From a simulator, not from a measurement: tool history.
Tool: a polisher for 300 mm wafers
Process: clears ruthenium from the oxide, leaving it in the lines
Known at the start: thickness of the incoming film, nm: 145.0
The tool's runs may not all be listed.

run	hour	flow of slurry (ml/min)	pressure of the wafer on the pad (kPa)	speed of the pad under the wafer (cm/s)	overpolish time after the end point (s)	time until the end point was called (s)
1	0.0	215	17.2	126	7	98.495
2	1.4	165	17.2	126	7	99.874
3	2.4	165	19.3	126	7	88.027
4	6.6	165	17.2	124	7	100.460
5	13.5	165	17.2	124	7	98.618
6	19.9	165	15.9	122	7	108.920

The next listed run, before its measurement:
7	21.1	165	14.5	120	7	?

time until the end point was called (s): 119.200
